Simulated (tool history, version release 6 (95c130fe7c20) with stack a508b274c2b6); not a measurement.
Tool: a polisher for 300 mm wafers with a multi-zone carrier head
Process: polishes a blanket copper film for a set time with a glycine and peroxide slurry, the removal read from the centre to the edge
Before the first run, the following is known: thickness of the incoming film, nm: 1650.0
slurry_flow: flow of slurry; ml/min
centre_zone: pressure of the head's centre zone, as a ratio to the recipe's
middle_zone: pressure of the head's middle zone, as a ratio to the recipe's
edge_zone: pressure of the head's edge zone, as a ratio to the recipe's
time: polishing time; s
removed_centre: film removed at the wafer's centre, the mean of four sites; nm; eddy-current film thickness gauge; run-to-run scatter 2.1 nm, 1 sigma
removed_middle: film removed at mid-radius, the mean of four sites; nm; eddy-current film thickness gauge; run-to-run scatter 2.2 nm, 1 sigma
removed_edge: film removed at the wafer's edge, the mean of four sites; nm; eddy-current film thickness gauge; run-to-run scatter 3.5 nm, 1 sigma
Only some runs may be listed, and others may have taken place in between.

| run | hour | slurry_flow | centre_zone | middle_zone | edge_zone | time | removed_centre | removed_middle | removed_edge |
|---|---|---|---|---|---|---|---|---|---|
| 1 | 0 | 215 | 1 | 1 | 1 | 58 | 260.58 | 252.54 | 235.7 |
| 2 | 7.8 | 215 | 1 | 1 | 0.94 | 58 | 255.4 | 253.34 | 231.36 |
| 3 | 12.5 | 215 | 1 | 1 | 0.94 | 65 | 285.57 | 284.85 | 259.73 |
| 4 | 14.4 | 210 | 0.98 | 0.98 | 0.94 | 65 | 281.43 | 278.85 | 262.11 |
| 5 | 18.3 | 210 | 0.98 | 1.03 | 0.94 | 65 | 282.44 | 289.69 | 259.38 |
| 6 | 20.9 | 210 | 0.93 | 1.03 | 0.94 | 65 | 266.42 | 290.88 | 256 |
| 7 | 25.9 | 170 | 0.83 | 0.93 | 0.96 | 61 | 218.31 | 237.3 | 243.81 |

Expected results for the next run?
|  | 33.8 | edge zone pressure recalibrated |
| 8 | 33.8 | 165 | 0.84 | 0.92 | 0.94 | 60 | ? | ? | ? |

removed_centre: 214.87 nm
removed_middle: 236.79 nm
removed_edge: 248.08 nm
